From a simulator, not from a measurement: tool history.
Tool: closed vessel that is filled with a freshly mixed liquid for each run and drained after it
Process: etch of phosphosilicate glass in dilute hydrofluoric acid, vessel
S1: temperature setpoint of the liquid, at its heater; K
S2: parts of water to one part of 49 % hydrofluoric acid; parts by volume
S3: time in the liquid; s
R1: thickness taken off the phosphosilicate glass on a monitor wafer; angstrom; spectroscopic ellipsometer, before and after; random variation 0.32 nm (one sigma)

| run | hour | S1 | S2 | S3 | R1 |
|---|---|---|---|---|---|
| 1 | 0.0 | 295.15 | 205 | 30 | 121.450 |
| 2 | 1.1 | 296.65 | 180 | 30 | 150.570 |
| 3 | 8.9 | 296.65 | 205 | 30 | 129.620 |
| 4 | 11.7 | 296.65 | 265 | 30 | 91.234 |
| 5 | 16.5 | 298.15 | 225 | 30 | 120.260 |
| 6 | 21.9 | 300.65 | 225 | 30 | 131.950 |
| 7 | 26.0 | 301.15 | 195 | 30 | 160.530 |
| 8 | 28.9 | 301.65 | 170 | 30 | 193.440 |
| 9 | 33.2 | 302.15 | 155 | 30 | 220.560 |

Predict the results of run 10:
| 10 | 36.7 | 303.15 | 85 | 30 | ? |

For run 10 the tool returned R1 456.580 angstrom.
